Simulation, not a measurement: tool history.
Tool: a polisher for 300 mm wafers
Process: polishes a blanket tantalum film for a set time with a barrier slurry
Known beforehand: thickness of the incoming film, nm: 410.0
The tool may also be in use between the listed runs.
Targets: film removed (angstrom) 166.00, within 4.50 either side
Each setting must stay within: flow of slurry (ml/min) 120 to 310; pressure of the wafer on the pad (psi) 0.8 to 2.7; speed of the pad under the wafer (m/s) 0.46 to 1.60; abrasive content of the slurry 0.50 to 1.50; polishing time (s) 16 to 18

run    day  flow of slurry (ml/min)  pressure of the wafer on the pad (psi)  speed of the pad under the wafer (m/s)  abrasive content of the slurry  polishing time (s)  film removed (angstrom)
  1  0.000                      200                                     1.7                                    1.02                            1.00                  18                   223.03
  2  0.188                      195                                     1.6                                    1.02                            1.00                  18                   213.79
  3  0.442                      195                                     1.6                                    1.02                            1.20                  18                   220.89
  4  0.812                      195                                     1.6                                    1.20                            1.20                  18                   261.35
  5  1.033                      195                                     1.6                                    1.20                            1.20                  16                   230.60
  6  1.329                      195                                     1.6                                    1.34                            1.20                  16                   255.30
  7  1.512                      195                                     1.5                                    1.34                            1.20                  16                   245.39
  8  1.808                      195                                     1.4                                    1.34                            1.20                  16                   230.94
  9  2.142                      195                                     1.3                                    1.34                            1.20                  16                   218.92
 10  2.296                      195                                     1.2                                    1.34                            1.20                  16                   205.35

Exactly one of the 5 candidate moves below puts every result within its allowed miss. Which one?
  A  2.450                      160                                     1.0                                    1.24                            1.15                  17                        ?
  B  2.450                      190                                     1.0                                    1.38                            1.15                  16                        ?
  C  2.450                      190                                     0.9                                    1.38                            1.25                  17                        ?
  D  2.450                      170                                     0.9                                    1.28                            1.30                  16                        ?
  E  2.450                      220                                     1.3                                    1.32                            1.00                  17                        ?

move  film removed (angstrom)
   A                   168.27
   B                   180.99
   C                   180.90
   D                   156.56
   E                   223.63
A: hits every target within its allowed miss
B: better than the last run, though not everything is in spec
C: better than the last run, though not everything is in spec
D: takes the result that was furthest off past its target
E: the biggest miss grows against the last run
The move that meets every target is A.
